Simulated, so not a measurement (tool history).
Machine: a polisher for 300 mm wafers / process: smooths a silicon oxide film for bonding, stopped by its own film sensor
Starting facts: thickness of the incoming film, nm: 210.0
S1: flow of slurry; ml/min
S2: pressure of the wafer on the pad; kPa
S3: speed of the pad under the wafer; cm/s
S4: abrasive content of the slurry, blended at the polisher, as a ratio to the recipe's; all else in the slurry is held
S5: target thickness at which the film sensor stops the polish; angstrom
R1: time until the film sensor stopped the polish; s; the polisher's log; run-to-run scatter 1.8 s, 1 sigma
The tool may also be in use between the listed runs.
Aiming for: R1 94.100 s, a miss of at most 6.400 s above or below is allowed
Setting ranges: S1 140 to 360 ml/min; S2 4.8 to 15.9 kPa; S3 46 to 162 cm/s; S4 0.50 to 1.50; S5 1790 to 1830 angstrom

run	day	S1	S2	S3	S4	S5	R1
1	0.000	230	10.3	104	1.00	1790	56.216
2	0.321	230	10.3	116	1.00	1790	52.670
3	0.671	230	9.0	112	1.00	1790	60.866
4	1.008	230	9.0	126	1.00	1790	56.439
5	1.079	230	8.3	122	1.00	1790	62.155
6	1.275	230	8.3	122	1.15	1790	57.281
7	1.633	230	8.3	122	1.15	1790	59.504
8	1.721	230	8.3	122	1.15	1790	59.028
9	2.050	230	7.6	118	1.15	1790	67.191
10	2.196	230	6.9	118	1.15	1790	73.008
11	2.254	230	4.8	112	1.15	1790	102.750
12	2.458	230	4.8	112	1.15	1790	104.230

Which one of the following 4 next-run settings gets every result inside its allowed miss? There is exactly one.
A	2.662	275	5.5	88	1.00	1790	?
B	2.662	260	6.9	68	0.90	1790	?
C	2.662	225	5.5	114	1.10	1790	?
D	2.662	245	4.8	106	1.10	1790	?

move	R1
A	113.400
B	113.110
C	93.428
D	110.390
A: the biggest miss grows against the last run
B: the biggest miss grows against the last run
C: meets every target
D: the biggest miss grows against the last run
The right move is C.

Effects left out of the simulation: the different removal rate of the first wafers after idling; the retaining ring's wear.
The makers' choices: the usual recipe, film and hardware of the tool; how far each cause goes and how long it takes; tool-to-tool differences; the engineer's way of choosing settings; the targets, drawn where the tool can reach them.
